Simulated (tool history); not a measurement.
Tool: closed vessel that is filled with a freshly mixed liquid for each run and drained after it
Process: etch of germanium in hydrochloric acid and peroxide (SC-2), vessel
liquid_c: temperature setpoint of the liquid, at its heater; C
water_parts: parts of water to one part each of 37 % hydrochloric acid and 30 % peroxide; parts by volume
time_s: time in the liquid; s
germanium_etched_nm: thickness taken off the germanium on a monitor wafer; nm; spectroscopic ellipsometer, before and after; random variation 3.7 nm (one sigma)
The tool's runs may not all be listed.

run 1 hour=0 | liquid_c=62 water_parts=8.5 time_s=100 | germanium_etched_nm=519.46
run 2 hour=2.4 | liquid_c=62 water_parts=8.5 time_s=105 | germanium_etched_nm=533.44
run 3 hour=7.4 | liquid_c=62 water_parts=8.5 time_s=105 | germanium_etched_nm=539.92
run 4 hour=9.7 | liquid_c=58.5 water_parts=8.5 time_s=105 | germanium_etched_nm=494.2
run 5 hour=15.2 | liquid_c=58.5 water_parts=7 time_s=105 | germanium_etched_nm=495.86
run 6 hour=24.4 | liquid_c=58.5 water_parts=5.5 time_s=105 | germanium_etched_nm=509.18

Forecast run 7:
run 7 hour=25.5 | liquid_c=57.5 water_parts=5.5 time_s=105 | germanium_etched_nm=?

germanium_etched_nm: 487.35 nm
